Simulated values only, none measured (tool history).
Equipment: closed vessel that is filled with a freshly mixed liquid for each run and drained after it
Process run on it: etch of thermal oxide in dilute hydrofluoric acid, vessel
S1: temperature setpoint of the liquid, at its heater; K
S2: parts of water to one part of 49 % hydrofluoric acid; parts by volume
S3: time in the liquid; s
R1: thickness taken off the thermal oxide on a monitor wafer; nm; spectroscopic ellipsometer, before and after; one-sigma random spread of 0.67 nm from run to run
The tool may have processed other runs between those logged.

run    day      S1   S2    S3      R1
  1      0  299.15  220  3125  66.324
  2  0.033  299.15  250  3125  56.022
  3  0.196  300.15  240  3125  62.076
  4  0.446  300.65  230  3125  65.922
  5  0.758  301.15  220  3125  72.092
  6  0.933  301.65  215  3125   74.02

Estimate the outcome of run 7 from the log above:
  7  1.075  305.65  125  3135   ?

R1: 166.17 nm
